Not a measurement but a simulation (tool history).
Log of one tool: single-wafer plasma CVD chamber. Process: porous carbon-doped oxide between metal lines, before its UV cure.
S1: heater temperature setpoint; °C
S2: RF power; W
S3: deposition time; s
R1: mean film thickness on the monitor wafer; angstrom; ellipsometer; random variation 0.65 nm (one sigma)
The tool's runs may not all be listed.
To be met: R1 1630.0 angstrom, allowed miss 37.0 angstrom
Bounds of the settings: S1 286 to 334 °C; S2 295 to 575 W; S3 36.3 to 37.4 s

| run | hour | S1 | S2 | S3 | R1 |
|---|---|---|---|---|---|
| 1 | 0.0 | 310 | 435 | 36.3 | 1856.4 |
| 2 | 4.2 | 312 | 430 | 36.3 | 1812.1 |
| 3 | 12.0 | 312 | 430 | 37.4 | 1856.3 |
| 4 | 13.2 | 314 | 430 | 37.4 | 1853.6 |
| 5 | 20.6 | 316 | 425 | 37.4 | 1818.7 |
| 6 | 25.9 | 318 | 420 | 37.4 | 1787.7 |
| 7 | 34.4 | 319 | 415 | 37.4 | 1763.9 |
| 8 | 38.0 | 320 | 415 | 37.4 | 1764.7 |
| 9 | 41.7 | 321 | 410 | 37.4 | 1741.0 |
| 10 | 46.4 | 322 | 405 | 37.4 | 1708.9 |
| 11 | 54.9 | 323 | 405 | 37.4 | 1715.0 |
| 12 | 61.2 | 324 | 405 | 37.4 | 1687.7 |
| 13 | 68.3 | 325 | 405 | 37.4 | 1692.1 |
| 14 | 75.6 | 326 | 405 | 37.4 | 1670.1 |

Which of these 4 next moves meets every target?
| A | 82.9 | 330 | 430 | 37.2 | ? |
| B | 82.9 | 330 | 460 | 37.4 | ? |
| C | 82.9 | 330 | 445 | 37.4 | ? |
| D | 82.9 | 324 | 405 | 36.3 | ? |

| move | R1 |
|---|---|
| A | 1680.2 |
| B | 1752.0 |
| C | 1720.6 |
| D | 1641.4 |
A: further off than the last run
B: further off than the last run
C: further off than the last run
D: meets every target
The right move is D.
